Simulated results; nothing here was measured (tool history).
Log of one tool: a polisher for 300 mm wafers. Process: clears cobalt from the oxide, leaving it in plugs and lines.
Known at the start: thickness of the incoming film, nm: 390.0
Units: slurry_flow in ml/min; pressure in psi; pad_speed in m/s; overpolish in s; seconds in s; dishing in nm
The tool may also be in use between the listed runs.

run  hour  slurry_flow  pressure  pad_speed  overpolish  seconds  dishing
  1     0          225       2.5       1.24          20    47.62   57.438
  2   4.6          225       2.5       1.42          20   43.393   58.807
  3  11.6          225       2.5       1.42          16   44.055   54.367
  4  18.8          225       2.5        1.7          16   39.389   56.766
  5  23.6          220       2.2       1.56          17   44.434   54.866
  6  27.1          215         2       1.36          19   53.262   55.239
  7  28.1          210       1.8       1.24          19   62.464   52.776
  8  28.7          210       1.7       1.18          19   67.148   51.088
  9  30.8          210       1.6       1.12          20   72.635   51.322
 10  37.5          210       1.5       1.08          20   77.192   48.943
 11  38.8          210       1.4       1.06          21   81.558   50.167
 12  42.4          210       1.3       1.04          21   86.969   47.631

The next listed run, before its measurement:
 13  43.5          210       1.3       1.04          22        ?        ?

seconds: 85.428 s
dishing: 49.504 nm

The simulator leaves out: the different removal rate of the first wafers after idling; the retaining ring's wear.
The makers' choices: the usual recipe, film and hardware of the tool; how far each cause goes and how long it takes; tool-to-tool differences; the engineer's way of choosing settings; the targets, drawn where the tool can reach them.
